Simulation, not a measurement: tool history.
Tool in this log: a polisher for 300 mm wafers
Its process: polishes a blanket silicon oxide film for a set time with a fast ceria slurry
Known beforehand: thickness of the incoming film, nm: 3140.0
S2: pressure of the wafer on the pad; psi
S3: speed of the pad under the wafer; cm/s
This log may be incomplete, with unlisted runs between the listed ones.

Run 1, hour 0: flow of slurry (ml/min) 240, S2 3.4 psi, S3 82 cm/s, polishing time (s) 21. Result: film removed (nm) 300.59.
Run 2, hour 5.6: flow of slurry (ml/min) 240, S2 3.4 psi, S3 92 cm/s, polishing time (s) 21. Result: film removed (nm) 337.99.
Run 3, hour 14.5: flow of slurry (ml/min) 240, S2 3.4 psi, S3 92 cm/s, polishing time (s) 19. Result: film removed (nm) 301.89.
Run 4, hour 18.5: flow of slurry (ml/min) 240, S2 3.8 psi, S3 92 cm/s, polishing time (s) 19. Result: film removed (nm) 337.56.
Run 5, hour 23.6: flow of slurry (ml/min) 240, S2 4.6 psi, S3 92 cm/s, polishing time (s) 19. Result: film removed (nm) 392.98.
Run 6, hour 29.3: flow of slurry (ml/min) 240, S2 4.2 psi, S3 92 cm/s, polishing time (s) 19. Result: film removed (nm) 362.02.

Expected results for the next run?
Run 7, hour 33.1: flow of slurry (ml/min) 240, S2 4.5 psi, S3 96 cm/s, polishing time (s) 19. Result: film removed (nm) ?.

Run 7 yielded film removed (nm) 416.07.

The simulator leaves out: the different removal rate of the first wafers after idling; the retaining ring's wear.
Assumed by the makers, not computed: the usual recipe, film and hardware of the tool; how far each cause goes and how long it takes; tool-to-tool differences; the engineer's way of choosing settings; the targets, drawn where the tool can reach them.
